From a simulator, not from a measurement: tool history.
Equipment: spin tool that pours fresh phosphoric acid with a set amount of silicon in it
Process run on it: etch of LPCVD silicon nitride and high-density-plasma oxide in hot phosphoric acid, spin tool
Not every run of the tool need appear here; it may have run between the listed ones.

run    day  temperature setpoint of the liquid (C)  silicon dissolved in the acid as it is poured (mg a litre)  time under the liquid (s)  thickness taken off the LPCVD silicon nitride on a monitor wafer (Å)  thickness taken off the high-density-plasma oxide on a monitor wafer (Å)
  1  0.000                                   161.0                                                        26.0                        180                                                                150.12                                                                    5.6468
  2  0.296                                   162.5                                                        26.0                        180                                                                158.09                                                                    6.9073
  3  0.525                                   163.0                                                        25.0                        185                                                                165.34                                                                    6.8072
  4  0.796                                   163.5                                                        23.0                        190                                                                171.42                                                                    8.0879
  5  1.071                                   163.5                                                        33.5                        190                                                                173.36                                                                    5.2630
  6  1.262                                   163.5                                                        39.0                        190                                                                170.97                                                                    3.9690

What will run 7 give?
     1.575  -- thermometer replaced
  7  1.575                                   163.5                                                        36.5                        195                                                                     ?                                                                         ?

{"run 7": {"thickness taken off the LPCVD silicon nitride on a monitor wafer (Å)": 188.74, "thickness taken off the high-density-plasma oxide on a monitor wafer (Å)": 5.4474}}
